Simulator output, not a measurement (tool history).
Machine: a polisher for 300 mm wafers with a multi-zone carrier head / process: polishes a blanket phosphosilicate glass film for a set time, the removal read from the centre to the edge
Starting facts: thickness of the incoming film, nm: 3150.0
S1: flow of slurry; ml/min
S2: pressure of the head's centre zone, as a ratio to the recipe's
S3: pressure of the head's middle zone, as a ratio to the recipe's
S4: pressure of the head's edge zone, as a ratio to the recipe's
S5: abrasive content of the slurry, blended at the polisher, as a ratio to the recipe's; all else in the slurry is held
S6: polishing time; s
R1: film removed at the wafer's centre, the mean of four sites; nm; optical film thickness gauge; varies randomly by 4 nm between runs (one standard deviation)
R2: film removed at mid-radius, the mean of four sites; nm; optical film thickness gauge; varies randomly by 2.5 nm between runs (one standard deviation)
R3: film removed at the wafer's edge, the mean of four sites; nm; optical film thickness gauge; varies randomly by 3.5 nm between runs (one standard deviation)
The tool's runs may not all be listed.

run  hour   S1    S2    S3    S4    S5  S6      R1      R2      R3
  1     0  180     1     1     1     1  41  436.65  459.63   446.6
  2   1.6  180  1.06     1     1     1  41  476.26  452.19  452.36
  3   7.2  175  1.02  0.98  0.98  0.95  41  438.92  429.58  429.34
  4  15.2  210  1.02  0.98  0.98  0.95  41  459.52  445.95  438.23
  5  23.8  200  0.98  0.97  0.96  0.95  41  427.08  438.31  423.74
  6    27  190  0.95  0.96  0.94  0.95  41  409.16  431.54  423.26
  7  30.9  185  0.93  0.96  0.92   0.9  41  387.21  410.01  394.62
  8  39.7  175  0.91  0.96  0.91   0.9  41  381.56  411.85  392.69
  9  47.6  140  0.81  1.01  0.95  0.65  41  234.72  296.28  285.65
 10  48.6  160  0.81  1.01  0.96  0.65  41  243.73  308.49  294.48
 11    51  180  0.81  1.01  0.97  0.65  41  249.56   311.9  296.78
 12  55.8  190  0.82  1.02  0.99   0.7  41   274.8  343.46  326.09

What will run 13 give?
 13  59.4  200  0.82  1.02   1  0.7  41   ?   ?   ?

R1: 280.32 nm
R2: 350.58 nm
R3: 335.8 nm
